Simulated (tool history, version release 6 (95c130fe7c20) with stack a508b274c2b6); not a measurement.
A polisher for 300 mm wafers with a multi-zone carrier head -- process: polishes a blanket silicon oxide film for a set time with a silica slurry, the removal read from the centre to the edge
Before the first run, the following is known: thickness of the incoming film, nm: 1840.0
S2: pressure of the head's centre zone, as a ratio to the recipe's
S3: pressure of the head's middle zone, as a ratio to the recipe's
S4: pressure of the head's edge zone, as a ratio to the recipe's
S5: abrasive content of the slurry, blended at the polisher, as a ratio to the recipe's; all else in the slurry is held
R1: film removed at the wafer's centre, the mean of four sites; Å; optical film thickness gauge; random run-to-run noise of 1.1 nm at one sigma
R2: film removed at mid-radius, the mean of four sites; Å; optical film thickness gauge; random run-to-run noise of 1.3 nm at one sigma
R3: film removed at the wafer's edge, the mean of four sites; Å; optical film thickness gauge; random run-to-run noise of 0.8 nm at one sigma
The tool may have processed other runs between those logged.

run 1 day=0 | flow_of_slurry_(ml/min)=245 S2=1 S3=1 S4=1 S5=1 polishing_time_(s)=63 | R1=1420.5 R2=1416.4 R3=1430.1
run 2 day=0.3 | flow_of_slurry_(ml/min)=245 S2=1 S3=1 S4=1.03 S5=1 polishing_time_(s)=63 | R1=1396.9 R2=1423.7 R3=1432.7
run 3 day=0.638 | flow_of_slurry_(ml/min)=245 S2=1 S3=0.97 S4=1.03 S5=1 polishing_time_(s)=63 | R1=1419.1 R2=1389.7 R3=1442.7
run 4 day=0.775 | flow_of_slurry_(ml/min)=240 S2=0.96 S3=0.98 S4=1.01 S5=0.85 polishing_time_(s)=58 | R1=1139.6 R2=1140.6 R3=1169.3
run 5 day=0.979 | flow_of_slurry_(ml/min)=230 S2=0.91 S3=0.99 S4=1 S5=0.75 polishing_time_(s)=58 | R1=969.75 R2=1038 R3=1052.8
run 6 day=1.3 | flow_of_slurry_(ml/min)=230 S2=0.91 S3=0.99 S4=1.06 S5=0.75 polishing_time_(s)=58 | R1=969.94 R2=1040.7 R3=1121.5
run 7 day=1.446 | flow_of_slurry_(ml/min)=220 S2=0.88 S3=0.98 S4=1.01 S5=0.7 polishing_time_(s)=58 | R1=872.75 R2=981.87 R3=1012.1
run 8 day=1.646 | flow_of_slurry_(ml/min)=210 S2=0.87 S3=0.96 S4=0.98 S5=0.7 polishing_time_(s)=58 | R1=851.21 R2=931.4 R3=1005
run 9 day=1.912 | flow_of_slurry_(ml/min)=205 S2=0.86 S3=0.97 S4=0.94 S5=0.7 polishing_time_(s)=58 | R1=833.58 R2=970.04 R3=966.97
run 10 day=2.154 | flow_of_slurry_(ml/min)=205 S2=0.86 S3=0.96 S4=0.92 S5=0.7 polishing_time_(s)=58 | R1=853.37 R2=978.74 R3=979.46
run 11 day=2.388 | flow_of_slurry_(ml/min)=200 S2=0.87 S3=0.97 S4=0.9 S5=0.5 polishing_time_(s)=57 | R1=580.24 R2=685.18 R3=674.14
run 12 day=2.692 | flow_of_slurry_(ml/min)=235 S2=0.88 S3=0.99 S4=0.95 S5=0.55 polishing_time_(s)=57 | R1=689.03 R2=774.58 R3=774.48
run 13 day=2.771 | flow_of_slurry_(ml/min)=255 S2=0.87 S3=1.01 S4=0.97 S5=0.55 polishing_time_(s)=57 | R1=680.1 R2=794.7 R3=789.21
run 14 day=2.846 | flow_of_slurry_(ml/min)=255 S2=0.89 S3=1.03 S4=1 S5=0.55 polishing_time_(s)=57 | R1=687.11 R2=816.73 R3=792.5
run 15 day=3.004 | flow_of_slurry_(ml/min)=275 S2=0.95 S3=1.02 S4=1.08 S5=0.75 polishing_time_(s)=58 | R1=1007.1 R2=1069.5 R3=1106.6
run 16 day=3.25 | flow_of_slurry_(ml/min)=275 S2=0.93 S3=1.01 S4=1.04 S5=0.7 polishing_time_(s)=58 | R1=963.53 R2=1011.2 R3=1050.9
run 17 day=3.558 | flow_of_slurry_(ml/min)=245 S2=0.93 S3=1.01 S4=1.03 S5=0.7 polishing_time_(s)=58 | R1=924.32 R2=1018.2 R3=1042.2
run 18 day=3.75 | flow_of_slurry_(ml/min)=265 S2=0.9 S3=1.01 S4=1.02 S5=0.7 polishing_time_(s)=58 | R1=900.47 R2=1011.5 R3=1043.5
run 19 day=4.021 | flow_of_slurry_(ml/min)=250 S2=0.9 S3=1.01 S4=1 S5=0.7 polishing_time_(s)=58 | R1=924.27 R2=993.14 R3=1032.9

Run 20 has not been measured yet. What should we expect?
run 20 day=4.271 | flow_of_slurry_(ml/min)=225 S2=0.92 S3=0.99 S4=1.01 S5=0.7 polishing_time_(s)=58 | R1=? R2=? R3=?

Run 20 produced R1 906.34 Å, R2 1014.6 Å, R3 1021 Å.
